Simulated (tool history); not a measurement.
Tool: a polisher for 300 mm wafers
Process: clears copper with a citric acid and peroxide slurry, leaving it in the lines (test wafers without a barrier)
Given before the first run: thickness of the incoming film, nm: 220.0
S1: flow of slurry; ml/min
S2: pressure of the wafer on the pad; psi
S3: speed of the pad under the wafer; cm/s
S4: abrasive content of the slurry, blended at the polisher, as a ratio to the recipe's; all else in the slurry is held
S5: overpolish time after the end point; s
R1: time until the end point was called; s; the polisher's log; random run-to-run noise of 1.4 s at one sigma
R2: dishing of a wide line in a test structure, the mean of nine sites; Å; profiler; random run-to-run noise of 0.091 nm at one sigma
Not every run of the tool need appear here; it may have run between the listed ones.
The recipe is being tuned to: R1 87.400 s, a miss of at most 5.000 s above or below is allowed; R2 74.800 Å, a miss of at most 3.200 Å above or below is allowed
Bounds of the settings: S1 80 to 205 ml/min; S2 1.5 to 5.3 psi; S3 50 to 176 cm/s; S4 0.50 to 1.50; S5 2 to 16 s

run 1 hour=0.0 | S1=135 S2=3.4 S3=112 S4=1.00 S5=8 | R1=71.156 R2=173.900
run 2 hour=7.6 | S1=150 S2=3.4 S3=112 S4=1.00 S5=8 | R1=71.396 R2=177.290
run 3 hour=10.7 | S1=150 S2=3.4 S3=112 S4=1.00 S5=5 | R1=68.437 R2=112.740
run 4 hour=11.6 | S1=150 S2=3.4 S3=84 S4=1.00 S5=5 | R1=95.520 R2=85.114
run 5 hour=19.2 | S1=150 S2=3.4 S3=84 S4=1.00 S5=7 | R1=93.928 R2=123.290
run 6 hour=25.4 | S1=150 S2=2.7 S3=84 S4=1.00 S5=7 | R1=105.690 R2=107.630
run 7 hour=28.6 | S1=150 S2=2.8 S3=86 S4=1.00 S5=6 | R1=103.620 R2=92.843
run 8 hour=30.3 | S1=165 S2=3.6 S3=86 S4=0.95 S5=3 | R1=87.619 R2=57.147
run 9 hour=35.9 | S1=155 S2=3.6 S3=86 S4=0.95 S5=3 | R1=88.801 R2=57.053
run 10 hour=41.5 | S1=155 S2=3.6 S3=86 S4=0.95 S5=3 | R1=85.742 R2=56.808
run 11 hour=44.0 | S1=155 S2=3.5 S3=86 S4=1.00 S5=3 | R1=88.717 R2=54.333
run 12 hour=47.0 | S1=155 S2=3.5 S3=86 S4=0.95 S5=3 | R1=88.750 R2=54.858
run 13 hour=51.0 | S1=155 S2=3.5 S3=86 S4=1.00 S5=3 | R1=88.849 R2=56.022
run 14 hour=58.4 | S1=155 S2=3.5 S3=86 S4=1.00 S5=3 | R1=87.368 R2=54.888
run 15 hour=62.8 | S1=155 S2=3.6 S3=86 S4=0.95 S5=3 | R1=88.361 R2=56.234

Consider the 4 candidate settings below. Which is the only one whose results all fall within their allowed miss of target?
run A hour=67.2 | S1=130 S2=3.6 S3=96 S4=0.55 S5=4 | R1=? R2=?
run B hour=67.2 | S1=145 S2=3.0 S3=96 S4=0.80 S5=5 | R1=? R2=?
run C hour=67.2 | S1=145 S2=3.4 S3=94 S4=1.10 S5=3 | R1=? R2=?
run D hour=67.2 | S1=150 S2=3.6 S3=88 S4=0.90 S5=2 | R1=? R2=?

move=A R1=85.284 R2=75.285
move=B R1=89.879 R2=88.766
move=C R1=80.993 R2=59.769
move=D R1=85.454 R2=38.063
A: each result inside its tolerance
B: takes the result that was furthest off past its target
C: moves toward the targets from the last run without getting all of them in spec
D: moves away from the targets compared with the last run
Correct choice: A, which meets every target
